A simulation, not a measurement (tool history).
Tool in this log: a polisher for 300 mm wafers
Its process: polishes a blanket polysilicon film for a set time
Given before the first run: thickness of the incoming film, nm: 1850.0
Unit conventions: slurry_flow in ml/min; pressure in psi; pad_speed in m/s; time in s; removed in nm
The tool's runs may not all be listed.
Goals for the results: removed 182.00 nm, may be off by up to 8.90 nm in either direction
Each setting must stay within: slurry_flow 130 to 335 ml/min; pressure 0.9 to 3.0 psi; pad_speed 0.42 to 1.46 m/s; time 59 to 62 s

| run | day | slurry_flow | pressure | pad_speed | time | removed |
|---|---|---|---|---|---|---|
| 1 | 0.000 | 215 | 1.9 | 0.94 | 59 | 284.61 |
| 2 | 0.071 | 215 | 1.7 | 0.94 | 59 | 267.38 |
| 3 | 0.300 | 215 | 1.7 | 0.94 | 62 | 278.04 |
| 4 | 0.538 | 255 | 1.7 | 0.94 | 62 | 278.87 |
| 5 | 0.842 | 255 | 1.7 | 0.76 | 62 | 233.35 |
| 6 | 1.208 | 255 | 1.6 | 0.76 | 62 | 227.22 |
| 7 | 1.571 | 255 | 1.5 | 0.76 | 62 | 213.30 |
| 8 | 1.850 | 255 | 1.4 | 0.76 | 62 | 202.96 |
| 9 | 2.062 | 255 | 1.3 | 0.76 | 62 | 190.48 |

Which one of the following 5 next-run settings gets every result inside its allowed miss? There is exactly one.
| A | 2.275 | 240 | 1.1 | 1.04 | 59 | ? |
| B | 2.275 | 270 | 1.3 | 0.88 | 60 | ? |
| C | 2.275 | 230 | 1.5 | 0.72 | 62 | ? |
| D | 2.275 | 265 | 1.3 | 0.80 | 61 | ? |
| E | 2.275 | 235 | 1.3 | 0.70 | 62 | ? |

| move | removed |
|---|---|
| A | 207.09 |
| B | 207.12 |
| C | 199.15 |
| D | 194.51 |
| E | 176.05 |
A: the biggest miss grows against the last run
B: the biggest miss grows against the last run
C: the biggest miss grows against the last run
D: the biggest miss grows against the last run
E: hits every target within its allowed miss
Go with E: it meets all targets.
